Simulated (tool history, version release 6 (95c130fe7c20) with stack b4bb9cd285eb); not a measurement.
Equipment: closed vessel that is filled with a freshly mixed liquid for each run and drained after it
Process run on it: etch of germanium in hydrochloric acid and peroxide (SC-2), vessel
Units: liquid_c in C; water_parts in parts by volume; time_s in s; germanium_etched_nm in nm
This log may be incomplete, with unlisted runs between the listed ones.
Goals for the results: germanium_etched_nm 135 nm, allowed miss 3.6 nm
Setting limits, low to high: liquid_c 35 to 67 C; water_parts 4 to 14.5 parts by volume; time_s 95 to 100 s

run	day	liquid_c	water_parts	time_s	germanium_etched_nm
1	0	51	8	95	187.86
2	0.221	50	8	95	180.42
3	0.421	49	8	95	176.78
4	0.458	45	8	95	155.21
5	0.542	45	8	100	163.53
6	0.783	45	8	100	163.46
7	0.854	44.5	8	100	160.83
8	1.229	38	8.5	100	128.41

Of the 5 settings listed for the next run, only one would bring every result within its allowed miss of target. Which one?
A	1.604	41	8.5	100	?
B	1.604	39.5	7.5	100	?
C	1.604	36	7.5	100	?
D	1.604	39.5	7.5	95	?
E	1.604	36	8.5	100	?

move	germanium_etched_nm
A	141.39
B	135.33
C	119.89
D	128.56
E	119.11
A: takes the biggest miss from the last run beyond its target
B: all results in spec
C: lands further from the targets than the last run did
D: as far off as the last run
E: lands further from the targets than the last run did
Move B is the one to make.

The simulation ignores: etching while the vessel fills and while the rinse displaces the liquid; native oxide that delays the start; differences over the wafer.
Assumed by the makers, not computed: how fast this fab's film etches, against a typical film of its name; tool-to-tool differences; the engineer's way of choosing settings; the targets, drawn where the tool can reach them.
